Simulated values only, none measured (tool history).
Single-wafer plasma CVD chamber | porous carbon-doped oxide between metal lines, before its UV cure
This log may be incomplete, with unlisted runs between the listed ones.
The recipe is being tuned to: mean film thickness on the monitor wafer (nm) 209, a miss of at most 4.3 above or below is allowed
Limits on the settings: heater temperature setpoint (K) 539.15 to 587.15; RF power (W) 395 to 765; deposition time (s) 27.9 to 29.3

run,hour,heater temperature setpoint (K),RF power (W),deposition time (s),mean film thickness on the monitor wafer (nm)
1,0,563.15,580,29.3,181.93
2,8.5,557.15,590,29.3,192.08
3,9.7,554.15,595,29.3,195.03
4,10.6,548.15,595,29.3,203.85
5,14.1,547.15,595,29.3,200.94
6,15.2,547.15,595,27.9,192.49
7,19.3,545.15,610,27.9,198.78
8,26.9,544.15,620,27.9,202.16

Consider the 5 candidate settings below. Which is the only one whose results all fall within their allowed miss of target?
A,34.5,540.15,615,28,?
B,34.5,542.15,560,29.3,?
C,34.5,545.15,580,27.9,?
D,34.5,562.15,630,29.3,?
E,34.5,540.15,610,29.3,?

move,mean film thickness on the monitor wafer (nm)
A,208.12
B,199.81
C,192.52
D,195.87
E,216.1
A: in spec on every target
B: misses by more than the last run did
C: misses by more than the last run did
D: misses by more than the last run did
E: takes the biggest miss from the last run beyond its target
Correct choice: A, which meets every target

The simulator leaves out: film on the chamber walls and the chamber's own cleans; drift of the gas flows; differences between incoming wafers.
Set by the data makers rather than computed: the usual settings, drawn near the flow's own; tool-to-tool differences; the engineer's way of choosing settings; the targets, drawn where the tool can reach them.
